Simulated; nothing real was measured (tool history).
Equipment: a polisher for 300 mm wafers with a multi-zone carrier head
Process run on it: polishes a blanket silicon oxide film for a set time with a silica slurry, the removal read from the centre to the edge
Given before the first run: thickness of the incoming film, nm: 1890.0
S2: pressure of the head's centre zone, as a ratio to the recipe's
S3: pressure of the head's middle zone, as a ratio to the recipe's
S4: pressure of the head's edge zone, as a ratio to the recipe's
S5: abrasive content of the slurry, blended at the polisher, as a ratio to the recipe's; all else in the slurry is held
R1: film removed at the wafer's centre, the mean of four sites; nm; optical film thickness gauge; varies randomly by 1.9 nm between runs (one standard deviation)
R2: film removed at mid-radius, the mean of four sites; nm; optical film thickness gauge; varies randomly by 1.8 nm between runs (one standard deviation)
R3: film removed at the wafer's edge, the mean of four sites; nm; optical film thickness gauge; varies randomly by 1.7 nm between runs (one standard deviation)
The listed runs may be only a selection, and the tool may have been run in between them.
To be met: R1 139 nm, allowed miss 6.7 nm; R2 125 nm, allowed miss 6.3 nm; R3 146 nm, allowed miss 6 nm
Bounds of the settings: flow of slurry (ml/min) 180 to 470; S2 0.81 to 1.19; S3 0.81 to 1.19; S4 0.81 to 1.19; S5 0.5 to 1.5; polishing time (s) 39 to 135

{"run": 1, "hour": 0.0, "flow of slurry (ml/min)": 300, "S2": 1, "S3": 1, "S4": 1, "S5": 1, "polishing time (s)": 87, "R1": 194.34, "R2": 185.03, "R3": 197.19}
{"run": 2, "hour": 6.7, "flow of slurry (ml/min)": 300, "S2": 1, "S3": 1.03, "S4": 1, "S5": 1, "polishing time (s)": 87, "R1": 191.97, "R2": 188.81, "R3": 197.15}
{"run": 3, "hour": 7.4, "flow of slurry (ml/min)": 300, "S2": 0.99, "S3": 1.01, "S4": 1, "S5": 0.95, "polishing time (s)": 86, "R1": 187.01, "R2": 181.89, "R3": 188.71}
{"run": 4, "hour": 9.8, "flow of slurry (ml/min)": 365, "S2": 0.99, "S3": 1.01, "S4": 1, "S5": 0.95, "polishing time (s)": 86, "R1": 189.87, "R2": 185.87, "R3": 197.5}
{"run": 5, "hour": 17.1, "flow of slurry (ml/min)": 360, "S2": 0.98, "S3": 0.99, "S4": 1, "S5": 0.9, "polishing time (s)": 85, "R1": 181.42, "R2": 177.89, "R3": 182.89}
{"run": 6, "hour": 23.1, "flow of slurry (ml/min)": 360, "S2": 0.98, "S3": 0.99, "S4": 1, "S5": 0.9, "polishing time (s)": 107, "R1": 227.47, "R2": 225.2, "R3": 237.76}
{"hour": 24.8, "done": "edge zone pressure recalibrated"}
{"run": 7, "hour": 24.8, "flow of slurry (ml/min)": 355, "S2": 0.97, "S3": 0.97, "S4": 1.02, "S5": 0.85, "polishing time (s)": 104, "R1": 218.05, "R2": 216.83, "R3": 216.87}
{"run": 8, "hour": 29.1, "flow of slurry (ml/min)": 440, "S2": 0.94, "S3": 0.87, "S4": 0.92, "S5": 1.1, "polishing time (s)": 80, "R1": 181.49, "R2": 166.49, "R3": 173.13}
{"run": 9, "hour": 32.1, "flow of slurry (ml/min)": 430, "S2": 0.94, "S3": 0.86, "S4": 0.94, "S5": 1.05, "polishing time (s)": 79, "R1": 177.77, "R2": 160.37, "R3": 171.49}
{"run": 10, "hour": 40.9, "flow of slurry (ml/min)": 425, "S2": 0.93, "S3": 0.85, "S4": 0.95, "S5": 1, "polishing time (s)": 78, "R1": 169.96, "R2": 156.83, "R3": 169.51}
{"run": 11, "hour": 45.4, "flow of slurry (ml/min)": 420, "S2": 0.93, "S3": 0.84, "S4": 0.96, "S5": 0.95, "polishing time (s)": 77, "R1": 165.73, "R2": 150.52, "R3": 164.76}
{"run": 12, "hour": 47.4, "flow of slurry (ml/min)": 415, "S2": 0.93, "S3": 0.84, "S4": 0.97, "S5": 0.9, "polishing time (s)": 76, "R1": 165.31, "R2": 144.9, "R3": 160.41}
{"run": 13, "hour": 51.4, "flow of slurry (ml/min)": 410, "S2": 0.92, "S3": 0.84, "S4": 0.98, "S5": 0.85, "polishing time (s)": 76, "R1": 152.06, "R2": 142.02, "R3": 158.42}
{"run": 14, "hour": 60.3, "flow of slurry (ml/min)": 405, "S2": 0.92, "S3": 0.84, "S4": 0.98, "S5": 0.85, "polishing time (s)": 76, "R1": 155.79, "R2": 144.56, "R3": 156.51}
{"run": 15, "hour": 64.1, "flow of slurry (ml/min)": 405, "S2": 0.92, "S3": 0.84, "S4": 0.99, "S5": 0.8, "polishing time (s)": 75, "R1": 150.99, "R2": 137.3, "R3": 151.36}
{"run": 16, "hour": 68.8, "flow of slurry (ml/min)": 400, "S2": 0.92, "S3": 0.84, "S4": 1, "S5": 0.8, "polishing time (s)": 75, "R1": 148.54, "R2": 141.19, "R3": 153.31}
{"run": 17, "hour": 72.8, "flow of slurry (ml/min)": 385, "S2": 0.93, "S3": 0.84, "S4": 1.01, "S5": 0.8, "polishing time (s)": 75, "R1": 149.89, "R2": 137.22, "R3": 152.02}

Pick the move, out of 4, that brings all results within their allowed miss; only one does.
{"run": "A", "hour": 76.8, "flow of slurry (ml/min)": 360, "S2": 0.95, "S3": 0.81, "S4": 1.14, "S5": 0.95, "polishing time (s)": 70, "R1": "?", "R2": "?", "R3": "?"}
{"run": "B", "hour": 76.8, "flow of slurry (ml/min)": 360, "S2": 0.91, "S3": 0.81, "S4": 1.06, "S5": 0.9, "polishing time (s)": 67, "R1": "?", "R2": "?", "R3": "?"}
{"run": "C", "hour": 76.8, "flow of slurry (ml/min)": 400, "S2": 0.94, "S3": 0.81, "S4": 1.04, "S5": 0.85, "polishing time (s)": 75, "R1": "?", "R2": "?", "R3": "?"}
{"run": "D", "hour": 76.8, "flow of slurry (ml/min)": 350, "S2": 1.12, "S3": 0.81, "S4": 1.19, "S5": 0.75, "polishing time (s)": 68, "R1": "?", "R2": "?", "R3": "?"}

move=A R1=152.48 R2=133.35 R3=161.28
move=B R1=138.96 R2=125.23 R3=145.95
move=C R1=157.32 R2=138.51 R3=159.62
move=D R1=152.55 R2=118.57 R3=146.82
A: misses by more than the last run did
B: each result inside its tolerance
C: misses by more than the last run did
D: moves the result that the last run missed by most past its target, out the other side
B is the move that brings every result within its allowed miss.

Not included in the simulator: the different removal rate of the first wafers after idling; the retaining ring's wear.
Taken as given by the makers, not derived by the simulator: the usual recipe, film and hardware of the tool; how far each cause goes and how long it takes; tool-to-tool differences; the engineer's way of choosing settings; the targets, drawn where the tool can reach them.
